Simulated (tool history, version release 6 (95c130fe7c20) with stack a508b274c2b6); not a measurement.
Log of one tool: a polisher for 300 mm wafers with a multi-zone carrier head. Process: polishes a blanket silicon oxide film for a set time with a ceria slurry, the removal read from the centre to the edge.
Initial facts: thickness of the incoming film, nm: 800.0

run	day	flow of slurry (ml/min)	pressure of the head's centre zone	pressure of the head's middle zone	pressure of the head's edge zone	polishing time (s)	film removed at the wafer's centre (nm)	film removed at mid-radius (nm)	film removed at the wafer's edge (nm)
1	0	140	1	1	1	45	222.14	217.14	215.15
2	0.183	130	0.99	0.96	0.96	44	212.09	200.78	206.86
3	0.538	130	0.99	0.96	0.96	49	237.75	229.83	228.54
4	0.583	130	0.99	0.88	0.96	49	237.81	208.2	224.77
5	0.842	130	0.99	0.88	0.96	60	290.82	260.89	279.42
6	0.992	130	0.99	0.88	0.91	60	294.69	253.3	274.44
7	1.175	125	0.97	0.89	0.89	55	256.08	232.98	247.96
8	1.433	130	0.96	0.89	0.88	51	241.43	220.85	230.22
9	1.512	125	0.95	0.88	0.87	48	221.07	206.64	214.51
10	1.746	120	0.95	0.86	0.86	46	213.62	184.44	204.74
11	1.988	120	0.94	0.87	0.85	45	207.22	192.49	195.43

Run 12, settings as shown, results not yet in. Your forecast:
# day 2.238: edge zone pressure recalibrated
12	2.238	110	0.93	0.85	0.85	45	?	?	?

{"run 12": {"film removed at the wafer's centre (nm)": 202.09, "film removed at mid-radius (nm)": 185.69, "film removed at the wafer's edge (nm)": 204.97}}
